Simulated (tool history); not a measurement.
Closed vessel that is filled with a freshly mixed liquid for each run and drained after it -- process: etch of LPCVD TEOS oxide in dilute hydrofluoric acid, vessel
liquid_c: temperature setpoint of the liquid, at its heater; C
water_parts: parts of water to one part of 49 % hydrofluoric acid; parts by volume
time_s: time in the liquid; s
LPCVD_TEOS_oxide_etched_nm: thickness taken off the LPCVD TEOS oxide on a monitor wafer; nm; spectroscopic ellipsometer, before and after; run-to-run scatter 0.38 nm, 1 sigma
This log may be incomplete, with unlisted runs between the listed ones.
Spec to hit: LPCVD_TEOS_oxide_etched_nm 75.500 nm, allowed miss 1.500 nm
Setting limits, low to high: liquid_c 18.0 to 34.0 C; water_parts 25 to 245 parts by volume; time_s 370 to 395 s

Run 1, hour 0.0: liquid_c 26.0 C, water_parts 135 parts by volume, time_s 370 s. Result: LPCVD_TEOS_oxide_etched_nm 72.315 nm.
Run 2, hour 7.0: liquid_c 23.0 C, water_parts 135 parts by volume, time_s 370 s. Result: LPCVD_TEOS_oxide_etched_nm 64.646 nm.
Run 3, hour 9.2: liquid_c 23.0 C, water_parts 110 parts by volume, time_s 370 s. Result: LPCVD_TEOS_oxide_etched_nm 81.741 nm.
Run 4, hour 13.3: liquid_c 23.0 C, water_parts 110 parts by volume, time_s 395 s. Result: LPCVD_TEOS_oxide_etched_nm 86.396 nm.
Run 5, hour 21.0: liquid_c 23.0 C, water_parts 150 parts by volume, time_s 395 s. Result: LPCVD_TEOS_oxide_etched_nm 60.683 nm.
Run 6, hour 28.0: liquid_c 23.0 C, water_parts 195 parts by volume, time_s 395 s. Result: LPCVD_TEOS_oxide_etched_nm 44.613 nm.
Run 7, hour 35.4: liquid_c 26.5 C, water_parts 190 parts by volume, time_s 395 s. Result: LPCVD_TEOS_oxide_etched_nm 52.090 nm.
Run 8, hour 37.7: liquid_c 29.0 C, water_parts 185 parts by volume, time_s 395 s. Result: LPCVD_TEOS_oxide_etched_nm 59.622 nm.
Run 9, hour 39.7: liquid_c 30.5 C, water_parts 185 parts by volume, time_s 395 s. Result: LPCVD_TEOS_oxide_etched_nm 61.716 nm.
Run 10, hour 48.1: liquid_c 34.0 C, water_parts 170 parts by volume, time_s 395 s. Result: LPCVD_TEOS_oxide_etched_nm 77.354 nm.

Consider the 4 candidate settings below. Which is the only one whose results all fall within their allowed miss of target?
Run A, hour 56.5: liquid_c 33.5 C, water_parts 165 parts by volume, time_s 390 s. Result: LPCVD_TEOS_oxide_etched_nm ?.
Run B, hour 56.5: liquid_c 34.0 C, water_parts 165 parts by volume, time_s 395 s. Result: LPCVD_TEOS_oxide_etched_nm ?.
Run C, hour 56.5: liquid_c 32.5 C, water_parts 160 parts by volume, time_s 375 s. Result: LPCVD_TEOS_oxide_etched_nm ?.
Run D, hour 56.5: liquid_c 34.0 C, water_parts 160 parts by volume, time_s 395 s. Result: LPCVD_TEOS_oxide_etched_nm ?.

move  LPCVD_TEOS_oxide_etched_nm
   A                      78.080
   B                      80.420
   C                      75.373
   D                      83.536
A: the biggest miss grows against the last run
B: the biggest miss grows against the last run
C: all results land within tolerance of their targets
D: the biggest miss grows against the last run
Correct choice: C, which meets every target

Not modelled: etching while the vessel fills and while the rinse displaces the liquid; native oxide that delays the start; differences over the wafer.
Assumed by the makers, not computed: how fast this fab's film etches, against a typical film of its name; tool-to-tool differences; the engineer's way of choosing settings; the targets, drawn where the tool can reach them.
